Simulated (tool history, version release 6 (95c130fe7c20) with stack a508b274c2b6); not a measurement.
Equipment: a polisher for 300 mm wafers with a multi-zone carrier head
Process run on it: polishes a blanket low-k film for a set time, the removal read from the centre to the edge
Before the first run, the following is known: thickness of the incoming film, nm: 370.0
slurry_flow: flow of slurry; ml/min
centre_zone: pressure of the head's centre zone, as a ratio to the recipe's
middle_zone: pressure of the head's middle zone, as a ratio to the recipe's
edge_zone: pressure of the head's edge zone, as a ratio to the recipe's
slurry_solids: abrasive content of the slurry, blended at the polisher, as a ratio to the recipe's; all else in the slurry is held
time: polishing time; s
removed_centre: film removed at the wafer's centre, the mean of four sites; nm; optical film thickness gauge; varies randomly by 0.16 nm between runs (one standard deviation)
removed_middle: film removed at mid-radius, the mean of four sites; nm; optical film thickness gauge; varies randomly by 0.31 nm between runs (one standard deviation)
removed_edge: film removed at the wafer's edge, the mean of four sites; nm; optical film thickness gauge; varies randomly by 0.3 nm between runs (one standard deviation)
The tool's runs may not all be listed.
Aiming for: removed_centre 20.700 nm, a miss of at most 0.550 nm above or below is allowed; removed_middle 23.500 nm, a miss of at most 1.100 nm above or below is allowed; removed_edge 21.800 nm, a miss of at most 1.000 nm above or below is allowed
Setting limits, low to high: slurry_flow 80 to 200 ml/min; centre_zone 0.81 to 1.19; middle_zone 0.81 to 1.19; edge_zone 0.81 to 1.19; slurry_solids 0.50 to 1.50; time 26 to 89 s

run  hour  slurry_flow  centre_zone  middle_zone  edge_zone  slurry_solids  time  removed_centre  removed_middle  removed_edge
  1   0.0          130         1.00         1.00       1.00           1.00    57          25.714          24.414        25.743
  2   3.2          130         1.00         1.00       1.08           1.00    57          25.085          24.472        26.324
  3  11.7          130         1.04         1.00       1.08           1.00    57          25.848          24.641        26.582
  4  15.3          125         1.02         1.02       1.06           0.95    57          24.994          24.307        25.068
  5  18.1          120         1.00         1.03       1.06           0.95    57          24.147          24.004        24.815
  6  20.9          120         1.00         1.07       1.06           0.95    57          24.590          24.725        24.515
  7  25.2          120         1.00         1.07       1.06           0.95    57          24.305          24.736        25.258
  8  33.6          120         1.00         1.07       1.06           0.95    57          24.235          24.023        25.396
  9  36.1           90         0.93         1.15       0.96           0.85    57          19.279          22.227        21.162
 10  38.6           95         0.93         1.15       0.96           0.85    57          19.666          22.462        22.249
 11  40.2           95         0.94         1.16       0.95           0.85    57          19.830          22.744        21.661

Which one of the following 5 next-run settings gets every result inside its allowed miss? There is exactly one.
  A  41.8           85         0.98         1.19       0.91           0.80    62               ?               ?             ?
  B  41.8          105         0.90         1.14       1.00           0.75    60               ?               ?             ?
  C  41.8           90         0.91         1.14       1.01           0.80    60               ?               ?             ?
  D  41.8          110         1.02         1.13       0.95           0.75    57               ?               ?             ?
  E  41.8           95         1.00         1.03       0.98           0.95    53               ?               ?             ?

move  removed_centre  removed_middle  removed_edge
   A          20.937          23.178        21.686
   B          19.211          22.307        21.727
   C          19.205          22.211        22.033
   D          20.998          21.317        20.447
   E          20.981          20.609        21.514
A: hits every target within its allowed miss
B: lands further from the targets than the last run did
C: lands further from the targets than the last run did
D: corrects the largest miss of the last run, while another result sits out of spec
E: corrects the largest miss of the last run, while another result sits out of spec
Correct choice: A, which meets every target

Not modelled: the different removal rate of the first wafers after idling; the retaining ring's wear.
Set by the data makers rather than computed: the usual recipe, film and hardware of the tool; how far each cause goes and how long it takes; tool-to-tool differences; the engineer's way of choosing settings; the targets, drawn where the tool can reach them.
